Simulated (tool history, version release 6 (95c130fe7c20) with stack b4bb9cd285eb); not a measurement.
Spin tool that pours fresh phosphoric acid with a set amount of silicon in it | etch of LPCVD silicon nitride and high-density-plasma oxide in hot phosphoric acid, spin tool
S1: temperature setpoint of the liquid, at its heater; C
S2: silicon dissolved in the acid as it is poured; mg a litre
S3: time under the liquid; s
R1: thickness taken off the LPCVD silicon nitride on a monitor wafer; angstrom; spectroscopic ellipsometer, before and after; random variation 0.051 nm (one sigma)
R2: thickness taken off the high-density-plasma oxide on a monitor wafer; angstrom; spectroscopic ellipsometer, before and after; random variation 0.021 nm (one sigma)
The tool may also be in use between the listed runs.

Run 1, hour 0: S1 159 C, S2 12.5 mg a litre, S3 180 s. Result: R1 167.47 angstrom, R2 4.5115 angstrom.
Run 2, hour 1.9: S1 158.5 C, S2 10.5 mg a litre, S3 170 s. Result: R1 155.76 angstrom, R2 4.6348 angstrom.
Run 3, hour 8: S1 158.5 C, S2 6.5 mg a litre, S3 170 s. Result: R1 156.42 angstrom, R2 5.4199 angstrom.
Run 4, hour 9.5: S1 159.5 C, S2 6.5 mg a litre, S3 170 s. Result: R1 162.15 angstrom, R2 5.3519 angstrom.
Run 5, hour 17.7: S1 159 C, S2 6.5 mg a litre, S3 160 s. Result: R1 148.04 angstrom, R2 4.6118 angstrom.
Run 6, hour 24.1: S1 158.5 C, S2 5.5 mg a litre, S3 155 s. Result: R1 142.21 angstrom, R2 4.8438 angstrom.
Run 7, hour 26.8: S1 158 C, S2 5.5 mg a litre, S3 150 s. Result: R1 135.83 angstrom, R2 4.4627 angstrom.
Run 8, hour 28.1: S1 158 C, S2 5 mg a litre, S3 145 s. Result: R1 130.14 angstrom, R2 4.3531 angstrom.
Run 9, hour 34.5: S1 158 C, S2 4.5 mg a litre, S3 140 s. Result: R1 126.39 angstrom, R2 4.1872 angstrom.
Run 10, hour 40.3: S1 158 C, S2 4 mg a litre, S3 135 s. Result: R1 121.43 angstrom, R2 3.9983 angstrom.
Run 11, hour 49.1: S1 156.5 C, S2 0 mg a litre, S3 110 s. Result: R1 94.063 angstrom, R2 3.016 angstrom.

The next listed run, before its measurement:
Run 12, hour 55: S1 158.5 C, S2 1 mg a litre, S3 110 s. Result: R1 ?, R2 ?.

R1: 101.12 angstrom
R2: 3.3352 angstrom

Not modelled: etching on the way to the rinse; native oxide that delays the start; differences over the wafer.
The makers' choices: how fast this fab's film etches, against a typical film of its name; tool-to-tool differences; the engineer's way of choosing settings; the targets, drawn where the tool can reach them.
